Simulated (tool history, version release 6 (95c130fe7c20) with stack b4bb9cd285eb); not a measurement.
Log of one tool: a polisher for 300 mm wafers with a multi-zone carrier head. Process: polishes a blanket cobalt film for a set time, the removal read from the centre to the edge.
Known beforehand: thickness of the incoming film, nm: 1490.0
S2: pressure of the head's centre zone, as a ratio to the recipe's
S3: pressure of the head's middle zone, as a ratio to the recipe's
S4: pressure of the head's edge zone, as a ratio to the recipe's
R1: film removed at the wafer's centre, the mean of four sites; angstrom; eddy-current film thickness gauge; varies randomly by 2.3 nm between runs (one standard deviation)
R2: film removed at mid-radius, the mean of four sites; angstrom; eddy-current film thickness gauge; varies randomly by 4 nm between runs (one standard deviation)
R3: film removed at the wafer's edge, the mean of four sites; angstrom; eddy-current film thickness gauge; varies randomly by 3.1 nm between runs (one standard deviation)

Run 1, day 0.000: flow of slurry (ml/min) 175, S2 1.00, S3 1.00, S4 1.00, polishing time (s) 50. Result: R1 3651.2 angstrom, R2 3717.4 angstrom, R3 3715.0 angstrom.
Run 2, day 0.088: flow of slurry (ml/min) 175, S2 1.00, S3 1.00, S4 1.00, polishing time (s) 42. Result: R1 3073.0 angstrom, R2 3111.2 angstrom, R3 3114.6 angstrom.
Run 3, day 0.217: flow of slurry (ml/min) 175, S2 1.00, S3 0.93, S4 1.00, polishing time (s) 42. Result: R1 3105.8 angstrom, R2 2939.3 angstrom, R3 3169.2 angstrom.
Run 4, day 0.508: flow of slurry (ml/min) 180, S2 1.00, S3 0.96, S4 1.02, polishing time (s) 43. Result: R1 3169.1 angstrom, R2 3089.5 angstrom, R3 3242.9 angstrom.
Run 5, day 0.579: flow of slurry (ml/min) 180, S2 1.00, S3 0.96, S4 1.07, polishing time (s) 43. Result: R1 3172.0 angstrom, R2 3073.9 angstrom, R3 3282.4 angstrom.
Run 6, day 0.883: flow of slurry (ml/min) 185, S2 0.99, S3 0.99, S4 1.08, polishing time (s) 44. Result: R1 3231.9 angstrom, R2 3336.3 angstrom, R3 3403.0 angstrom.

Estimate the outcome of run 7 from the log above:
Run 7, day 1.079: flow of slurry (ml/min) 190, S2 0.99, S3 1.01, S4 1.09, polishing time (s) 45. Result: R1 ?, R2 ?, R3 ?.

{"run 7": {"R1": 3361.5, "R2": 3384.1, "R3": 3523.8}}
